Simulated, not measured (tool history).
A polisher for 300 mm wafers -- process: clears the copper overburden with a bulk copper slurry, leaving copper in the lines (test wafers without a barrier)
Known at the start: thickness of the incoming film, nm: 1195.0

| run | hour | flow of slurry (ml/min) | pressure of the wafer on the pad (kPa) | speed of the pad under the wafer (cm/s) | abrasive content of the slurry | overpolish time after the end point (s) | time until the end point was called (s) | dishing of a wide line in a test structure (Å) |
|---|---|---|---|---|---|---|---|---|
| 1 | 0 | 295 | 13.8 | 134 | 1 | 28 | 116.66 | 797.26 |
| 2 | 4.4 | 295 | 14.5 | 134 | 1 | 28 | 113.62 | 799.62 |
| 3 | 13.2 | 295 | 14.5 | 134 | 1 | 20 | 109.95 | 730.51 |
| 4 | 14.4 | 295 | 14.5 | 150 | 1 | 20 | 102.83 | 745.36 |
| 5 | 17.3 | 295 | 15.2 | 150 | 1 | 23 | 97.379 | 808.36 |
| 6 | 19.2 | 295 | 13.8 | 150 | 1 | 23 | 108.26 | 782.27 |
|  | 23.6 | slurry nozzle cleaned |
| 7 | 23.6 | 295 | 14.5 | 152 | 1 | 25 | 98.833 | 814.48 |
| 8 | 27.4 | 295 | 15.2 | 152 | 1 | 26 | 91.24 | 802.65 |

Forecast run 9:
| 9 | 29.2 | 295 | 15.2 | 152 | 1 | 29 | ? | ? |

{"run 9": {"time until the end point was called (s)": 90.773, "dishing of a wide line in a test structure (Å)": 860.98}}
